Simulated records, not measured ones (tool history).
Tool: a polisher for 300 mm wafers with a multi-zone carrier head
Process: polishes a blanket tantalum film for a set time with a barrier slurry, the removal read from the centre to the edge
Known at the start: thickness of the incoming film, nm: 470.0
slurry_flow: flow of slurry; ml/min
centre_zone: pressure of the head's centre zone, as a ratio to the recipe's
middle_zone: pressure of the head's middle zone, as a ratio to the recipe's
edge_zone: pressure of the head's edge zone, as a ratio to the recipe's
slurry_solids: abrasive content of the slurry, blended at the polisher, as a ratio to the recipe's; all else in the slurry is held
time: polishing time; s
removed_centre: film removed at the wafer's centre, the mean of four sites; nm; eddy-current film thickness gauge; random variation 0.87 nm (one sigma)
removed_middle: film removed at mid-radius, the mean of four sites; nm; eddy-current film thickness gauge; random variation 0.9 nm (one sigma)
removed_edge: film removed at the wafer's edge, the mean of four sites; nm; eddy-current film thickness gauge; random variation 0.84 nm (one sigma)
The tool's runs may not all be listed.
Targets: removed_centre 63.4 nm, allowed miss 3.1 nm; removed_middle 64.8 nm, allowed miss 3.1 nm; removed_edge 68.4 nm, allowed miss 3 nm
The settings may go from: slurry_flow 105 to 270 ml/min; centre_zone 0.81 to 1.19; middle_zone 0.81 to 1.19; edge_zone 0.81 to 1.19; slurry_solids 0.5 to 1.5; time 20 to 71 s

run 1 hour=0 | slurry_flow=175 centre_zone=1 middle_zone=1 edge_zone=1 slurry_solids=1 time=45 | removed_centre=80.467 removed_middle=83.428 removed_edge=84.149
run 2 hour=2 | slurry_flow=170 centre_zone=0.99 middle_zone=0.98 edge_zone=0.98 slurry_solids=0.9 time=45 | removed_centre=77.331 removed_middle=80.277 removed_edge=78.792
run 3 hour=8.3 | slurry_flow=170 centre_zone=0.99 middle_zone=0.98 edge_zone=1.03 slurry_solids=0.9 time=45 | removed_centre=79.15 removed_middle=77.779 removed_edge=79.845
run 4 hour=16.7 | slurry_flow=170 centre_zone=0.99 middle_zone=0.98 edge_zone=1.03 slurry_solids=0.9 time=50 | removed_centre=85.79 removed_middle=88.963 removed_edge=91.561
-- hour=18.2 worn pad replaced by a new one
run 5 hour=18.2 | slurry_flow=170 centre_zone=0.99 middle_zone=0.98 edge_zone=1.07 slurry_solids=0.9 time=50 | removed_centre=93.24 removed_middle=94.47 removed_edge=97.312
run 6 hour=27.1 | slurry_flow=170 centre_zone=0.91 middle_zone=0.98 edge_zone=1.07 slurry_solids=0.9 time=50 | removed_centre=86.744 removed_middle=94.011 removed_edge=98.87
run 7 hour=32.1 | slurry_flow=155 centre_zone=0.91 middle_zone=0.91 edge_zone=0.97 slurry_solids=0.65 time=40 | removed_centre=56.505 removed_middle=60.236 removed_edge=62.326
run 8 hour=35 | slurry_flow=160 centre_zone=0.92 middle_zone=0.91 edge_zone=0.98 slurry_solids=0.65 time=40 | removed_centre=57.328 removed_middle=60.703 removed_edge=63.36
run 9 hour=39.4 | slurry_flow=165 centre_zone=0.93 middle_zone=0.91 edge_zone=0.99 slurry_solids=0.65 time=40 | removed_centre=59.391 removed_middle=61.205 removed_edge=64.487
run 10 hour=45.9 | slurry_flow=165 centre_zone=0.93 middle_zone=0.91 edge_zone=0.99 slurry_solids=0.65 time=40 | removed_centre=60.822 removed_middle=59.914 removed_edge=63.458
run 11 hour=49.8 | slurry_flow=170 centre_zone=0.92 middle_zone=0.92 edge_zone=1 slurry_solids=0.65 time=40 | removed_centre=57.771 removed_middle=62.027 removed_edge=64.026
run 12 hour=52.5 | slurry_flow=170 centre_zone=0.93 middle_zone=0.92 edge_zone=1.01 slurry_solids=0.65 time=40 | removed_centre=58.377 removed_middle=62.901 removed_edge=64.697
run 13 hour=56.3 | slurry_flow=170 centre_zone=0.94 middle_zone=0.92 edge_zone=1.02 slurry_solids=0.65 time=40 | removed_centre=59.659 removed_middle=61.089 removed_edge=65.087
run 14 hour=64 | slurry_flow=175 centre_zone=0.94 middle_zone=0.93 edge_zone=1.03 slurry_solids=0.65 time=40 | removed_centre=59.965 removed_middle=61.968 removed_edge=65.472
run 15 hour=70.7 | slurry_flow=175 centre_zone=0.94 middle_zone=0.94 edge_zone=1.04 slurry_solids=0.65 time=40 | removed_centre=58.049 removed_middle=60.667 removed_edge=66.06

Which of these 5 next moves meets every target?
run A hour=77.4 | slurry_flow=145 centre_zone=0.89 middle_zone=0.96 edge_zone=1.05 slurry_solids=0.65 time=42 | removed_centre=? removed_middle=? removed_edge=?
run B hour=77.4 | slurry_flow=165 centre_zone=0.98 middle_zone=0.92 edge_zone=1.1 slurry_solids=0.65 time=37 | removed_centre=? removed_middle=? removed_edge=?
run C hour=77.4 | slurry_flow=220 centre_zone=0.82 middle_zone=0.93 edge_zone=1.14 slurry_solids=0.6 time=39 | removed_centre=? removed_middle=? removed_edge=?
run D hour=77.4 | slurry_flow=170 centre_zone=0.93 middle_zone=0.88 edge_zone=0.98 slurry_solids=0.9 time=36 | removed_centre=? removed_middle=? removed_edge=?
run E hour=77.4 | slurry_flow=180 centre_zone=1.03 middle_zone=0.86 edge_zone=1.19 slurry_solids=0.5 time=49 | removed_centre=? removed_middle=? removed_edge=?

move=A removed_centre=59.78 removed_middle=64.879 removed_edge=67.002
move=B removed_centre=58.133 removed_middle=56.56 removed_edge=61.235
move=C removed_centre=52.276 removed_middle=58.972 removed_edge=63.901
move=D removed_centre=64.449 removed_middle=63.602 removed_edge=66.89
move=E removed_centre=66.127 removed_middle=59.022 removed_edge=69.365
A: nearer than the last run, and not there yet
B: further off than the last run
C: further off than the last run
D: meets every target
E: brings the result that was furthest off to its target, and leaves another outside
The right move is D.
